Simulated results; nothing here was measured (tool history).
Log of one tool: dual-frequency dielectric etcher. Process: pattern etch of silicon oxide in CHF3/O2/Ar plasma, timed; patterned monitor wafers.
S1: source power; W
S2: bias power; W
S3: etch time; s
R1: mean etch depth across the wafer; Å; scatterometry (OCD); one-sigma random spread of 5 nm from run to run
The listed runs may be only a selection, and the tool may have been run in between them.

run,hour,S1,S2,S3,R1
1,0.0,890,171,297,5947.0
2,3.2,980,182,297,6358.9
3,8.3,980,195,297,6461.6
4,11.4,980,176,297,6233.1
5,14.3,1050,185,297,6488.0
6,15.4,1050,185,297,6618.7
# hour 18.6: wet clean of the chamber
7,18.6,1100,187,297,6886.2
8,27.2,1120,188,297,6981.6
9,33.8,1140,189,297,7012.7

Run 10, settings as shown, results not yet in. Your forecast:
10,40.8,1160,190,297,?

{"run 10": {"R1": 7201.3}}

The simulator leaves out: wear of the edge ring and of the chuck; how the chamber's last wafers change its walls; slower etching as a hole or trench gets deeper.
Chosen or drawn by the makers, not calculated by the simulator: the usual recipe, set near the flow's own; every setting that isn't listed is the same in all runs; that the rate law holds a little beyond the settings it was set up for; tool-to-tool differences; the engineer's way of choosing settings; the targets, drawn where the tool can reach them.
